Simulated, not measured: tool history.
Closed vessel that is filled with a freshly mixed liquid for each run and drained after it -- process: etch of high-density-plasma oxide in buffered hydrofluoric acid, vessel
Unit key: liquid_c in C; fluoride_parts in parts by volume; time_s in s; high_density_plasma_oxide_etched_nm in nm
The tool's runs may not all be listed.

run  hour  liquid_c  fluoride_parts  time_s  high_density_plasma_oxide_etched_nm
  1     0        25              16      30                               30.744
  2   6.1      23.5              16      30                               28.559
  3  14.9      26.5            13.5      30                               40.372
  4  23.7      28.5            12.5      30                                47.44
  5    30        31            12.5      30                               54.436
  6    34        32            12.5      30                               57.547
  7  37.4        32              12      30                                59.34

Forecast run 8:
  8  45.8        32            11.5      30                                    ?

high_density_plasma_oxide_etched_nm: 61.747 nm
